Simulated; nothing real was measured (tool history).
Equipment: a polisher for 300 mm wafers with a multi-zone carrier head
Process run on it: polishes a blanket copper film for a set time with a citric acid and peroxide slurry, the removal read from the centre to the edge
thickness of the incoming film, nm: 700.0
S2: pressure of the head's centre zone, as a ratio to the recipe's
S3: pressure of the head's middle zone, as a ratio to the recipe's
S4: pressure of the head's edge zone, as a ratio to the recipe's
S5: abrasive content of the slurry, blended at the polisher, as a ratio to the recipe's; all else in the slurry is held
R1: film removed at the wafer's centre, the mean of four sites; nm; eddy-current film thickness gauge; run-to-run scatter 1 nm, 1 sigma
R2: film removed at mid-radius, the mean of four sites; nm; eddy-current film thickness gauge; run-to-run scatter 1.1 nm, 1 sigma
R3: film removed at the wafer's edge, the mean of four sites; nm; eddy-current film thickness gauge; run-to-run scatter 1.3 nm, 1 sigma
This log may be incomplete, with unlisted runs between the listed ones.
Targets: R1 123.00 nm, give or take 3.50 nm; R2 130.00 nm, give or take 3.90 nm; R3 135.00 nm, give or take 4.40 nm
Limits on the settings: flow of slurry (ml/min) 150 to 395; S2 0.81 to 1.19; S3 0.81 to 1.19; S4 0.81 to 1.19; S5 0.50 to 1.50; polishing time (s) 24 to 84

run 1 hour=0.0 | flow_of_slurry_(ml/min)=250 S2=1.00 S3=1.00 S4=1.00 S5=1.00 polishing_time_(s)=54 | R1=113.55 R2=109.19 R3=112.28
run 2 hour=5.6 | flow_of_slurry_(ml/min)=250 S2=1.00 S3=0.96 S4=1.00 S5=1.00 polishing_time_(s)=54 | R1=112.33 R2=106.34 R3=111.89
run 3 hour=11.7 | flow_of_slurry_(ml/min)=250 S2=1.00 S3=1.04 S4=1.00 S5=1.00 polishing_time_(s)=54 | R1=113.24 R2=113.13 R3=112.05
run 4 hour=18.7 | flow_of_slurry_(ml/min)=250 S2=1.00 S3=1.04 S4=1.00 S5=0.85 polishing_time_(s)=54 | R1=108.69 R2=109.60 R3=106.63
run 5 hour=26.9 | flow_of_slurry_(ml/min)=190 S2=1.00 S3=1.04 S4=1.00 S5=0.85 polishing_time_(s)=54 | R1=103.70 R2=105.87 R3=102.47
run 6 hour=35.3 | flow_of_slurry_(ml/min)=210 S2=1.00 S3=1.05 S4=1.03 S5=0.90 polishing_time_(s)=54 | R1=107.83 R2=107.82 R3=107.11
run 7 hour=39.8 | flow_of_slurry_(ml/min)=230 S2=0.99 S3=1.07 S4=1.05 S5=0.95 polishing_time_(s)=54 | R1=108.76 R2=111.69 R3=112.16
run 8 hour=48.8 | flow_of_slurry_(ml/min)=300 S2=1.04 S3=1.17 S4=1.15 S5=1.10 polishing_time_(s)=54 | R1=123.66 R2=127.99 R3=126.43
run 9 hour=52.0 | flow_of_slurry_(ml/min)=300 S2=1.03 S3=1.17 S4=1.16 S5=1.10 polishing_time_(s)=54 | R1=121.57 R2=127.57 R3=125.11
run 10 hour=59.4 | flow_of_slurry_(ml/min)=300 S2=1.03 S3=1.17 S4=1.16 S5=1.10 polishing_time_(s)=54 | R1=121.75 R2=129.71 R3=125.65

Exactly one of the 5 candidate moves below puts every result within its allowed miss. Which one?
run A hour=66.8 | flow_of_slurry_(ml/min)=290 S2=1.01 S3=1.14 S4=1.17 S5=1.10 polishing_time_(s)=55 | R1=? R2=? R3=?
run B hour=66.8 | flow_of_slurry_(ml/min)=330 S2=1.08 S3=1.18 S4=1.13 S5=1.05 polishing_time_(s)=52 | R1=? R2=? R3=?
run C hour=66.8 | flow_of_slurry_(ml/min)=305 S2=0.83 S3=0.86 S4=1.19 S5=1.30 polishing_time_(s)=60 | R1=? R2=? R3=?
run D hour=66.8 | flow_of_slurry_(ml/min)=260 S2=0.99 S3=1.15 S4=1.10 S5=1.30 polishing_time_(s)=58 | R1=? R2=? R3=?
run E hour=66.8 | flow_of_slurry_(ml/min)=335 S2=0.97 S3=1.10 S4=1.18 S5=1.30 polishing_time_(s)=55 | R1=? R2=? R3=?

move=A R1=121.64 R2=125.13 R3=127.49
move=B R1=123.36 R2=121.34 R3=118.11
move=C R1=114.05 R2=118.40 R3=147.40
move=D R1=129.35 R2=136.81 R3=134.58
move=E R1=123.73 R2=129.15 R3=135.10
A: closer than the last run, but not yet in spec
B: the biggest miss grows against the last run
C: takes the result that was furthest off past its target
D: the furthest-off result lands on target, but another misses its tolerance
E: hits every target within its allowed miss
Answer: E
